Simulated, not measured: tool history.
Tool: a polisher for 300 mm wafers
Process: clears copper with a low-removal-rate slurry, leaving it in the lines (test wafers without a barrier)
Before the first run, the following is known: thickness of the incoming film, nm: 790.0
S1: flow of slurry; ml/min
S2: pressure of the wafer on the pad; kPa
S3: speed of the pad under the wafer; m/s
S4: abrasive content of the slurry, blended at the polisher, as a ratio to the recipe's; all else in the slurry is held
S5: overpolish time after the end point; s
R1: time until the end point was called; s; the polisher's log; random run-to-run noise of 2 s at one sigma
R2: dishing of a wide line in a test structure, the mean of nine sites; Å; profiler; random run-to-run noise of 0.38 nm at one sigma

{"run": 1, "hour": 0.0, "S1": 125, "S2": 26.9, "S3": 1.38, "S4": 1, "S5": 18, "R1": 130.77, "R2": 631.99}
{"run": 2, "hour": 6.8, "S1": 125, "S2": 24.1, "S3": 1.44, "S4": 1, "S5": 15, "R1": 134.53, "R2": 539.27}
{"run": 3, "hour": 12.0, "S1": 125, "S2": 30.3, "S3": 1.44, "S4": 1, "S5": 15, "R1": 113.21, "R2": 624.54}
{"run": 4, "hour": 20.7, "S1": 125, "S2": 30.3, "S3": 1.22, "S4": 1, "S5": 15, "R1": 125.14, "R2": 575.5}
{"run": 5, "hour": 22.2, "S1": 125, "S2": 30.3, "S3": 0.96, "S4": 1, "S5": 15, "R1": 142.37, "R2": 506.51}
{"run": 6, "hour": 30.5, "S1": 125, "S2": 30.3, "S3": 0.96, "S4": 0.9, "S5": 15, "R1": 145.45, "R2": 495.44}
{"run": 7, "hour": 35.1, "S1": 140, "S2": 30.3, "S3": 0.88, "S4": 0.8, "S5": 13, "R1": 152.75, "R2": 443.98}
{"run": 8, "hour": 37.9, "S1": 125, "S2": 31, "S3": 0.82, "S4": 0.75, "S5": 11, "R1": 162.72, "R2": 360.85}
{"run": 9, "hour": 46.5, "S1": 115, "S2": 33.1, "S3": 0.78, "S4": 0.7, "S5": 10, "R1": 166.82, "R2": 345.83}

Run 10, settings as shown, results not yet in. Your forecast:
{"run": 10, "hour": 51.2, "S1": 105, "S2": 35.2, "S3": 0.74, "S4": 0.65, "S5": 9, "R1": "?", "R2": "?"}

{"run 10": {"R1": 165.12, "R2": 311.21}}
